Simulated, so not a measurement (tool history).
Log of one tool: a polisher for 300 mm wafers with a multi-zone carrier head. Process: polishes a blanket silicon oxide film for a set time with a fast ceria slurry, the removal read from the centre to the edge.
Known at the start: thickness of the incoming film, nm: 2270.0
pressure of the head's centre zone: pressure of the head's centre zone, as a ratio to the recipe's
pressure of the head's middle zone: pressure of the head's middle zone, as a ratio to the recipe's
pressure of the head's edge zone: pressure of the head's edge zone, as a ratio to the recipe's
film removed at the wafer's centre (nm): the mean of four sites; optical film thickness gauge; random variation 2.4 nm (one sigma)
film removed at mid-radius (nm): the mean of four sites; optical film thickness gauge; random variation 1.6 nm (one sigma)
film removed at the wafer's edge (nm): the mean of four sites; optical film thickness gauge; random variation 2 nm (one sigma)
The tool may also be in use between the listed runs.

run	hour	flow of slurry (ml/min)	pressure of the head's centre zone	pressure of the head's middle zone	pressure of the head's edge zone	polishing time (s)	film removed at the wafer's centre (nm)	film removed at mid-radius (nm)	film removed at the wafer's edge (nm)
1	0	315	1	1	1	36	318.85	355.19	358.67
2	8.2	350	1	1	1	36	322.56	354.18	359.18
3	14.3	360	1.02	0.97	0.99	35	318.2	337.22	350.04
4	16	360	1.05	0.94	0.98	34	315.54	320.11	338.17
5	18.2	435	1.05	0.94	0.98	34	325.45	326.79	337.01
6	23.9	435	1.01	0.94	0.98	34	310.23	324.74	339.02
7	32.6	425	1.04	0.92	0.98	33	309.49	307.38	327.37
8	35.1	420	1.06	0.9	0.97	33	318.47	305.17	326.01
9	36.9	415	1.07	0.88	0.97	33	317.19	295.58	326.25
10	39.9	405	1.08	0.87	0.96	33	324.99	294.39	326.98
11	47.1	400	1.08	0.86	0.95	33	323.11	289.89	325.55
12	52.6	395	1.08	0.85	0.94	33	319.89	289.08	322.47
13	60.4	390	1.09	0.84	0.94	33	320.33	283.57	320.9
14	64.7	380	1.1	0.83	0.94	33	327.57	282.63	320.39
15	72.6	375	1.1	0.83	0.94	33	331.07	282.33	320.61
16	73.5	370	1.1	0.83	0.94	33	324.37	282.25	318.29
17	79	365	1.11	0.83	0.95	33	325.02	281.06	320.83
18	84.4	360	1.12	0.83	0.95	33	324.78	282.97	320.69
19	92.9	380	1.12	0.83	0.95	33	336.4	280.78	320.74
20	96.5	375	1.12	0.83	0.95	33	328.66	278.93	323.86

The next listed run, before its measurement:
21	105	370	1.12	0.83	0.95	33	?	?	?

film removed at the wafer's centre (nm): 328.4
film removed at mid-radius (nm): 280.4
film removed at the wafer's edge (nm): 320.87

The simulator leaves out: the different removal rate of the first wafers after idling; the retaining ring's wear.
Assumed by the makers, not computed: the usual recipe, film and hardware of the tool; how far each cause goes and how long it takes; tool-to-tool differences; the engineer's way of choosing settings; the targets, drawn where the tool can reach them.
